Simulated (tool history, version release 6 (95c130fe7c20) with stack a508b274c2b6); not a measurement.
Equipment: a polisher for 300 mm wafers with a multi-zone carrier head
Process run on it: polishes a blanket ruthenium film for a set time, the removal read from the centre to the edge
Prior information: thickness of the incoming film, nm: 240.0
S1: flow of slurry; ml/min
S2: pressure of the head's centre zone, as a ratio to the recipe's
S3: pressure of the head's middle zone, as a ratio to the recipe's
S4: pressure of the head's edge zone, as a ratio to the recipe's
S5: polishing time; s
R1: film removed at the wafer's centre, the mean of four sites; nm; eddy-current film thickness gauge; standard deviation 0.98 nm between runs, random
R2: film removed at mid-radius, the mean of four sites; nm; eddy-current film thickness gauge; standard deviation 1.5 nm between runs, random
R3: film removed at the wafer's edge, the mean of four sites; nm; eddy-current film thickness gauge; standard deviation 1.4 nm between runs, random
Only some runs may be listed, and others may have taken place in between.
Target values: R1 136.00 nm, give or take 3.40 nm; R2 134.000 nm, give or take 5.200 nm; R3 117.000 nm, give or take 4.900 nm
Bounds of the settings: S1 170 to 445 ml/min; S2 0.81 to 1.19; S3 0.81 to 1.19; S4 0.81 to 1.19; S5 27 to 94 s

run	hour	S1	S2	S3	S4	S5	R1	R2	R3
1	0.0	285	1.00	1.00	1.00	60	102.21	99.585	100.740
2	2.8	345	1.00	1.00	1.00	60	104.29	100.330	102.350
3	6.0	345	1.00	1.00	0.92	60	103.64	98.708	98.634
4	8.9	345	1.01	1.02	0.93	61	107.05	100.880	101.830
5	15.5	325	1.02	1.04	0.92	63	111.21	106.370	101.310
6	19.5	325	1.03	1.05	0.94	64	113.21	112.650	104.860
7	25.6	365	1.13	1.11	1.04	67	132.00	123.390	117.760
8	32.5	365	1.13	1.12	1.04	67	132.07	123.710	115.300
9	37.2	365	1.13	1.13	1.04	67	132.27	123.690	117.040
10	38.6	365	1.13	1.14	1.03	67	131.03	125.180	118.610
11	46.0	365	1.13	1.14	1.03	67	132.52	124.420	113.640
12	47.1	365	1.13	1.15	1.03	67	132.14	127.190	117.300
13	54.7	365	1.13	1.15	1.02	67	133.27	125.150	115.130
14	63.1	360	1.13	1.15	1.02	67	133.24	126.760	114.880
15	72.1	360	1.13	1.15	1.02	67	133.09	125.110	114.320

Consider the 5 candidate settings below. Which is the only one whose results all fall within their allowed miss of target?
A	81.1	345	1.11	1.16	0.95	71	?	?	?
B	81.1	285	1.18	1.12	0.99	65	?	?	?
C	81.1	300	1.19	1.18	1.04	66	?	?	?
D	81.1	365	1.19	1.06	1.08	65	?	?	?
E	81.1	385	1.18	1.19	0.90	66	?	?	?

move	R1	R2	R3
A	137.35	133.810	119.550
B	131.00	116.620	110.100
C	134.99	124.510	114.880
D	135.49	113.870	117.080
E	137.18	128.290	109.100
A: every result within its allowed miss
B: further off than the last run
C: further off than the last run
D: further off than the last run
E: nearer than the last run, and not there yet
The move that meets every target is A.
